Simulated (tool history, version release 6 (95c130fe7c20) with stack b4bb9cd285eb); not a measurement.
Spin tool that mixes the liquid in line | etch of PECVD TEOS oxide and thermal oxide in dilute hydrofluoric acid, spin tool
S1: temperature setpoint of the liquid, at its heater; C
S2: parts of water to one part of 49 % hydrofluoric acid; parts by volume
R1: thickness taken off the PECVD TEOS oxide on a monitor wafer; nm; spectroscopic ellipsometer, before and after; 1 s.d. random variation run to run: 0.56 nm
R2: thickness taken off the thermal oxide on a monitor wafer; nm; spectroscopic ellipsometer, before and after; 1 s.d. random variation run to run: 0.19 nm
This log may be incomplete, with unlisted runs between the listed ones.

Run 1, hour 0: S1 26 C, S2 150 parts by volume, time under the liquid (s) 180. Result: R1 25.315 nm, R2 5.6154 nm.
Run 2, hour 8.8: S1 27 C, S2 130 parts by volume, time under the liquid (s) 190. Result: R1 32.585 nm, R2 7.2773 nm.
Run 3, hour 10.5: S1 29 C, S2 130 parts by volume, time under the liquid (s) 190. Result: R1 35.112 nm, R2 7.834 nm.
Run 4, hour 18.2: S1 29 C, S2 130 parts by volume, time under the liquid (s) 140. Result: R1 25.764 nm, R2 5.7556 nm.
Run 5, hour 23.2: S1 29 C, S2 130 parts by volume, time under the liquid (s) 110. Result: R1 20.396 nm, R2 4.5611 nm.
Run 6, hour 27.1: S1 26 C, S2 130 parts by volume, time under the liquid (s) 110. Result: R1 18.196 nm, R2 4.0407 nm.

What does the tool deliver on the next run?
Run 7, hour 29: S1 27 C, S2 115 parts by volume, time under the liquid (s) 130. Result: R1 ?, R2 ?.

R1: 25.677 nm
R2: 5.6792 nm

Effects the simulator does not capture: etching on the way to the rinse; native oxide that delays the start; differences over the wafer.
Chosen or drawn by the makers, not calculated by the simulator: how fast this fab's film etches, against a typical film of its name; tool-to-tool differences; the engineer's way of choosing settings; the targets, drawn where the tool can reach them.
